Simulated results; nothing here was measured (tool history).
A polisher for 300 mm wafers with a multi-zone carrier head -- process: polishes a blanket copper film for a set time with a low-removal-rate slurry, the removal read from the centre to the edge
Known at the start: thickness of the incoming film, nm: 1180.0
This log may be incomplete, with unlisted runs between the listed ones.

run  hour  flow of slurry (ml/min)  pressure of the head's centre zone  pressure of the head's middle zone  pressure of the head's edge zone  abrasive content of the slurry  polishing time (s)  film removed at the wafer's centre (angstrom)  film removed at mid-radius (angstrom)  film removed at the wafer's edge (angstrom)
  1   0.0                      295                                1.00                                1.00                              1.00                            1.00                  81                                         1911.5                                 1873.6                                       1821.9
  2   1.9                      295                                1.00                                1.00                              1.00                            0.80                  81                                         1781.9                                 1762.6                                       1688.1
  3   8.9                      310                                1.06                                1.01                              1.03                            1.00                  82                                         2090.1                                 1905.8                                       1905.3
  4  16.8                      310                                1.06                                1.01                              1.10                            1.00                  82                                         2049.5                                 1941.1                                       1973.3
  5  24.8                      325                                1.10                                1.03                              1.09                            1.10                  82                                         2245.4                                 2038.5                                       2039.6
  6  32.8                      340                                1.13                                1.04                              1.09                            1.15                  82                                         2328.1                                 2100.1                                       2079.8
  7  39.7                      345                                1.15                                1.03                              1.07                            1.25                  83                                         2474.4                                 2107.7                                       2095.7

For run 8, what comes out?
  8  42.3                      355                                1.16                                1.03                              1.08                            1.30                  83                                              ?                                      ?                                            ?

{"run 8": {"film removed at the wafer's centre (angstrom)": 2510.1, "film removed at mid-radius (angstrom)": 2197.7, "film removed at the wafer's edge (angstrom)": 2152.4}}

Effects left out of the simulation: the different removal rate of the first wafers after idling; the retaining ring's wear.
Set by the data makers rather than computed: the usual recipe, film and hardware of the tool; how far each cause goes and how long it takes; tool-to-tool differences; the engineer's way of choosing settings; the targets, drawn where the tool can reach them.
